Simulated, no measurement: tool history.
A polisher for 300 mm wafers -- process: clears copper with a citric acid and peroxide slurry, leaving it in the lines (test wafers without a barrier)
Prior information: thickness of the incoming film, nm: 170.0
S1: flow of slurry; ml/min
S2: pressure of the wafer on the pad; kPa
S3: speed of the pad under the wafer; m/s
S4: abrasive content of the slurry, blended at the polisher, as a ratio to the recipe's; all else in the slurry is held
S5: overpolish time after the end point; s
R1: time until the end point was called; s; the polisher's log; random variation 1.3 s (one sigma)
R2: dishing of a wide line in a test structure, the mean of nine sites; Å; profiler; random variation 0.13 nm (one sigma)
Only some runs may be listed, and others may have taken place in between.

run 1 day=0.000 | S1=180 S2=15.2 S3=1.00 S4=1.00 S5=16 | R1=114.39 R2=177.67
run 2 day=0.296 | S1=180 S2=14.5 S3=1.02 S4=1.00 S5=14 | R1=121.98 R2=154.97
run 3 day=0.617 | S1=190 S2=15.9 S3=0.92 S4=1.00 S5=13 | R1=122.17 R2=143.70
run 4 day=0.788 | S1=190 S2=15.9 S3=0.92 S4=1.00 S5=9 | R1=121.01 R2=100.65
run 5 day=0.996 | S1=165 S2=15.9 S3=0.92 S4=1.00 S5=9 | R1=121.19 R2=96.66
run 6 day=1.046 | S1=165 S2=17.9 S3=0.92 S4=1.00 S5=9 | R1=109.71 R2=110.57
run 7 day=1.250 | S1=155 S2=17.9 S3=0.92 S4=1.10 S5=8 | R1=105.03 R2=100.44
run 8 day=1.346 | S1=150 S2=17.9 S3=0.92 S4=1.15 S5=8 | R1=107.39 R2=100.88

The next listed run, before its measurement:
run 9 day=1.517 | S1=145 S2=18.6 S3=0.90 S4=1.15 S5=8 | R1=? R2=?

R1: 106.41 s
R2: 102.03 Å

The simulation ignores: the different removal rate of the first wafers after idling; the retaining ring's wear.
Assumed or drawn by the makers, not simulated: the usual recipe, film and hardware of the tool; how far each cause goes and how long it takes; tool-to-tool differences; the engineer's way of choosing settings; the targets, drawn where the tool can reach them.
